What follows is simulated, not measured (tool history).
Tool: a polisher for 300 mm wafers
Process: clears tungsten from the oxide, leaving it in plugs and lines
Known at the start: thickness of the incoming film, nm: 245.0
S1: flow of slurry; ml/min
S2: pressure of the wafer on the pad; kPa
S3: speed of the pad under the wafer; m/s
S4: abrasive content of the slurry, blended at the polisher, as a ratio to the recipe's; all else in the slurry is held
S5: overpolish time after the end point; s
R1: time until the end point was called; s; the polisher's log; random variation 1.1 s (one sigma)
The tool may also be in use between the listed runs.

run	hour	S1	S2	S3	S4	S5	R1
1	0.0	210	16.5	1.06	1.00	36	79.234
2	3.7	210	19.3	1.06	1.00	36	70.621
3	5.1	210	19.3	1.06	0.85	36	73.456
4	13.5	255	19.3	1.06	0.85	36	73.020
5	21.2	300	19.3	1.06	0.85	36	70.138
6	23.7	300	18.6	1.06	0.85	36	74.074

The next listed run, before its measurement:
7	26.4	285	14.5	1.04	0.85	36	?

R1: 87.075 s

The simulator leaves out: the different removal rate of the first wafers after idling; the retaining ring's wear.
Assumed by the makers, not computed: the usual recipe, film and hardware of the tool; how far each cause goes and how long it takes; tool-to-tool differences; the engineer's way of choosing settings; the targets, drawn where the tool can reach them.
